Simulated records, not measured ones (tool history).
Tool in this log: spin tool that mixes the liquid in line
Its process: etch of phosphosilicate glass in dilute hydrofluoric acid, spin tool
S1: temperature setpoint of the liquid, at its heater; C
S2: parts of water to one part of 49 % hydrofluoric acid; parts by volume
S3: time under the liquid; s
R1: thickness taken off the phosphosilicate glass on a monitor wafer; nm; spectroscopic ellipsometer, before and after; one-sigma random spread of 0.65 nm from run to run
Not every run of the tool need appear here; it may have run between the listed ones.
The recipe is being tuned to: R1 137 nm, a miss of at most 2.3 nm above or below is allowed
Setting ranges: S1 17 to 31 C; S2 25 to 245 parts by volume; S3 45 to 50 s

run	day	S1	S2	S3	R1
1	0	23	135	45	53.379
2	0.267	25	115	45	69.262
3	0.488	25	115	50	77.088
4	0.554	25	155	50	54.844
5	0.633	25	115	50	76.69
6	0.729	25	115	45	69.592
7	0.938	26.5	100	45	85.536
8	1.025	28	90	45	103.01
9	1.2	31	75	45	140.34

Which single option among these 4 for the next run brings every result within its allowed miss of target? Just one does.
A	1.375	30.5	80	50	?
B	1.375	31	80	45	?
C	1.375	30	75	45	?
D	1.375	30	85	50	?

move	R1
A	143.24
B	131.39
C	135.92
D	131.32
A: misses by more than the last run did
B: moves the result that the last run missed by most past its target, out the other side
C: meets every target
D: moves the result that the last run missed by most past its target, out the other side
The right move is C.
